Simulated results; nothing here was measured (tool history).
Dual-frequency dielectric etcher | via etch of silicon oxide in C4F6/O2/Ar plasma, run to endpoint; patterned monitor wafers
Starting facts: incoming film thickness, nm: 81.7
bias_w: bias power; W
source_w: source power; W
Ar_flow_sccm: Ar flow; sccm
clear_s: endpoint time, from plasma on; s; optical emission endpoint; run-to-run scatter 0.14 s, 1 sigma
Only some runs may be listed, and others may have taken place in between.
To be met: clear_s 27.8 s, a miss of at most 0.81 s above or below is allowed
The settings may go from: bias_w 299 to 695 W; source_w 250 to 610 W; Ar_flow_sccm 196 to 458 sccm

| run | hour | bias_w | source_w | Ar_flow_sccm | clear_s |
|---|---|---|---|---|---|
| 1 | 0 | 497 | 430 | 327 | 18.952 |
| 2 | 1.6 | 497 | 430 | 381 | 19.352 |
| 3 | 5.7 | 497 | 430 | 425 | 19.608 |
| 4 | 11.9 | 497 | 430 | 447 | 19.65 |
| 5 | 13.5 | 497 | 430 | 458 | 19.695 |
| 6 | 20.9 | 497 | 430 | 458 | 19.734 |
| 7 | 29.7 | 497 | 430 | 458 | 20.011 |
| 8 | 38.3 | 464 | 400 | 458 | 21.576 |
| 9 | 44.2 | 440 | 390 | 458 | 22.298 |
| 10 | 47.7 | 419 | 380 | 458 | 23.142 |
| 11 | 50.5 | 401 | 370 | 458 | 24.078 |
| 12 | 54.4 | 386 | 370 | 458 | 24.57 |
| 13 | 59.4 | 299 | 300 | 458 | 32.264 |

Which of these 5 next moves meets every target?
| A | 64.4 | 330 | 320 | 445 | ? |
| B | 64.4 | 310 | 330 | 449 | ? |
| C | 64.4 | 307 | 330 | 458 | ? |
| D | 64.4 | 310 | 330 | 458 | ? |
| E | 64.4 | 324 | 350 | 458 | ? |

| move | clear_s |
|---|---|
| A | 29.183 |
| B | 29.625 |
| C | 29.858 |
| D | 29.695 |
| E | 27.873 |
A: an improvement on the last run, though not all results are within tolerance
B: an improvement on the last run, though not all results are within tolerance
C: an improvement on the last run, though not all results are within tolerance
D: an improvement on the last run, though not all results are within tolerance
E: in spec on every target
So the answer is move E, the one that meets all the targets.
